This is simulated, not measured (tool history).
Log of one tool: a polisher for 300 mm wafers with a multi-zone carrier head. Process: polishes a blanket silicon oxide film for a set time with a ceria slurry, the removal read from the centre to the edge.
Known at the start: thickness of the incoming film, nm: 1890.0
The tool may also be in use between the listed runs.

run,hour,flow of slurry (ml/min),pressure of the head's centre zone,pressure of the head's middle zone,pressure of the head's edge zone,polishing time (s),film removed at the wafer's centre (angstrom),film removed at mid-radius (angstrom),film removed at the wafer's edge (angstrom)
1,0.0,255,1.00,1.00,1.00,54,1781.6,1862.6,1871.3
2,4.7,250,0.99,0.98,0.97,49,1561.2,1660.0,1686.2
3,9.7,280,0.99,0.98,0.97,49,1652.3,1677.4,1658.4
4,15.9,280,0.99,0.98,1.05,49,1605.4,1672.4,1721.3
5,23.4,280,0.99,0.92,1.05,49,1609.7,1596.8,1700.3
6,27.4,280,0.99,0.92,1.05,40,1331.3,1309.6,1394.4
7,28.2,290,0.97,0.91,1.01,38,1227.3,1232.9,1343.1
8,31.0,300,0.97,0.93,0.99,36,1162.4,1185.6,1255.1
9,36.4,310,0.97,0.93,0.96,35,1149.1,1167.6,1200.8

Forecast run 10:
10,37.2,320,0.96,0.92,0.94,35,?,?,?

film removed at the wafer's centre (angstrom): 1126.3
film removed at mid-radius (angstrom): 1165.2
film removed at the wafer's edge (angstrom): 1165.8
